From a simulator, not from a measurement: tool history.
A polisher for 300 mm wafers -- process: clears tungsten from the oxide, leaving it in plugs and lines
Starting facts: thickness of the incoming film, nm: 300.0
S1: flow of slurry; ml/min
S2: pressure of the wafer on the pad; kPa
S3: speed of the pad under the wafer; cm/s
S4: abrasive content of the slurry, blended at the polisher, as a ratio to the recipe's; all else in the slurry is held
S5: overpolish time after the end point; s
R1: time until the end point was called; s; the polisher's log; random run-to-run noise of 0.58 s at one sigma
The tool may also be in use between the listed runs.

run	hour	S1	S2	S3	S4	S5	R1
1	0	120	16.5	134	1	12	72.279
2	9	120	16.5	134	1.1	12	70.825
3	10.5	120	16.5	134	0.95	12	73.838
4	16.6	120	16.5	162	0.95	12	60.748
5	25.4	140	16.5	162	0.95	12	60.745
6	25.9	140	17.2	162	0.95	12	57.878
7	26.6	140	17.9	162	0.95	12	55.677
8	27.6	140	18.6	162	0.95	12	53.441

Predict the results of run 9:
9	33.2	140	20	162	0.95	12	?

{"run 9": {"R1": 50.221}}
